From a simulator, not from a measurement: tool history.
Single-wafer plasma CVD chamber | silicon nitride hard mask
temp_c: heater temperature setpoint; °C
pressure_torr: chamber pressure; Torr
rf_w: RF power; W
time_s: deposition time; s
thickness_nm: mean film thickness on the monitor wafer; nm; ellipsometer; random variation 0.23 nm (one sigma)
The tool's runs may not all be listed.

run 1 day=0 | temp_c=405 pressure_torr=1.66 rf_w=300 time_s=54.2 | thickness_nm=67.559
run 2 day=0.171 | temp_c=405 pressure_torr=1.5 rf_w=300 time_s=54.2 | thickness_nm=65.775
run 3 day=0.221 | temp_c=405 pressure_torr=1.63 rf_w=300 time_s=54.2 | thickness_nm=67.149
run 4 day=0.492 | temp_c=405 pressure_torr=1.63 rf_w=300 time_s=54.2 | thickness_nm=67.217
run 5 day=0.729 | temp_c=405 pressure_torr=1.63 rf_w=300 time_s=54.2 | thickness_nm=66.966
run 6 day=1.017 | temp_c=405 pressure_torr=1.75 rf_w=300 time_s=54.2 | thickness_nm=68.306
run 7 day=1.238 | temp_c=405 pressure_torr=1.85 rf_w=300 time_s=54.2 | thickness_nm=69.274
run 8 day=1.508 | temp_c=405 pressure_torr=1.93 rf_w=300 time_s=54.2 | thickness_nm=69.837

Forecast run 9:
run 9 day=1.875 | temp_c=405 pressure_torr=2 rf_w=300 time_s=54.2 | thickness_nm=?

thickness_nm: 71.21 nm

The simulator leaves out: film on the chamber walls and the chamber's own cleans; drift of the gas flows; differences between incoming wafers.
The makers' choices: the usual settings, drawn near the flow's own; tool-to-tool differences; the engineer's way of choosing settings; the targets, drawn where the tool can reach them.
